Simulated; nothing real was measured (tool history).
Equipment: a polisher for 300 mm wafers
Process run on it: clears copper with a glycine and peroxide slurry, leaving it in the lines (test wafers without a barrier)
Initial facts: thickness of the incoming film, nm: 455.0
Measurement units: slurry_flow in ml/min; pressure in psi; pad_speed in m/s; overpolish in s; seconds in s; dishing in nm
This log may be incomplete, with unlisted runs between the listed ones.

{"run": 1, "hour": 0.0, "slurry_flow": 315, "pressure": 2.3, "pad_speed": 0.88, "overpolish": 24, "seconds": 121.49, "dishing": 62.135}
{"run": 2, "hour": 1.7, "slurry_flow": 315, "pressure": 2.3, "pad_speed": 0.76, "overpolish": 24, "seconds": 131.5, "dishing": 56.598}
{"run": 3, "hour": 3.8, "slurry_flow": 315, "pressure": 2.3, "pad_speed": 0.76, "overpolish": 14, "seconds": 132.02, "dishing": 37.199}
{"run": 4, "hour": 10.2, "slurry_flow": 315, "pressure": 2, "pad_speed": 0.76, "overpolish": 14, "seconds": 137.67, "dishing": 34.897}
{"run": 5, "hour": 13.0, "slurry_flow": 315, "pressure": 2, "pad_speed": 0.76, "overpolish": 18, "seconds": 138.26, "dishing": 43.81}
{"run": 6, "hour": 14.1, "slurry_flow": 365, "pressure": 2, "pad_speed": 0.76, "overpolish": 18, "seconds": 137.63, "dishing": 45.877}
{"run": 7, "hour": 20.5, "slurry_flow": 385, "pressure": 2.4, "pad_speed": 0.8, "overpolish": 17, "seconds": 123.55, "dishing": 46.359}

Run 8 has not been measured yet. What should we expect?
{"run": 8, "hour": 28.2, "slurry_flow": 390, "pressure": 2.7, "pad_speed": 0.84, "overpolish": 17, "seconds": "?", "dishing": "?"}

seconds: 112.67 s
dishing: 48.83 nm

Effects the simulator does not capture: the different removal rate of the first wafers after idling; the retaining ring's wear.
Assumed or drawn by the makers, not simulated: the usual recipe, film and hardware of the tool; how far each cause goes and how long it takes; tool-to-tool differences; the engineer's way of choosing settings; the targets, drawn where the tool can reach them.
